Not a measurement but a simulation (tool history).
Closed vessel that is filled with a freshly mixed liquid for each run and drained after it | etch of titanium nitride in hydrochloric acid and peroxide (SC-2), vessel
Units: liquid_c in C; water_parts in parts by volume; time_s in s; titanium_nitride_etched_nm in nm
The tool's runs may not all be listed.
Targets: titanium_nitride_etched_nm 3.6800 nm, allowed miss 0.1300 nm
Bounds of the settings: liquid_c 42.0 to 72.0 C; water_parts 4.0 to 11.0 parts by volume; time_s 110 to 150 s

| run | hour | liquid_c | water_parts | time_s | titanium_nitride_etched_nm |
|---|---|---|---|---|---|
| 1 | 0.0 | 58.0 | 6.0 | 150 | 11.3280 |
| 2 | 5.3 | 64.0 | 6.0 | 150 | 16.0720 |
| 3 | 12.5 | 61.5 | 6.0 | 150 | 14.0880 |
| 4 | 21.4 | 59.5 | 6.0 | 150 | 12.6870 |
| 5 | 23.8 | 57.5 | 6.0 | 150 | 11.0370 |
| 6 | 28.2 | 57.5 | 6.0 | 150 | 10.8730 |
| 7 | 37.1 | 49.5 | 7.0 | 150 | 5.8386 |
| 8 | 44.3 | 48.5 | 7.0 | 150 | 5.4438 |
| 9 | 50.2 | 48.0 | 7.0 | 150 | 5.1835 |
| 10 | 58.1 | 47.5 | 7.0 | 150 | 5.0921 |
| 11 | 59.3 | 47.0 | 7.0 | 150 | 4.7981 |
| 12 | 66.7 | 46.5 | 7.0 | 150 | 4.7199 |
| 13 | 75.2 | 46.0 | 7.0 | 150 | 4.5592 |
| 14 | 78.2 | 45.5 | 7.0 | 150 | 4.3937 |
| 15 | 80.5 | 45.0 | 7.0 | 150 | 4.2943 |
| 16 | 86.1 | 44.5 | 7.0 | 150 | 4.1473 |
| 17 | 95.5 | 43.5 | 7.0 | 150 | 3.8478 |

Which of these 4 next moves meets every target?
| A | 104.9 | 48.0 | 6.5 | 110 | ? |
| B | 104.9 | 42.0 | 5.0 | 125 | ? |
| C | 104.9 | 46.5 | 6.5 | 120 | ? |
| D | 104.9 | 45.0 | 5.0 | 110 | ? |

| move | titanium_nitride_etched_nm |
|---|---|
| A | 4.1072 |
| B | 3.7508 |
| C | 4.0472 |
| D | 4.0652 |
A: further off than the last run
B: meets every target
C: further off than the last run
D: further off than the last run
The right move is B.
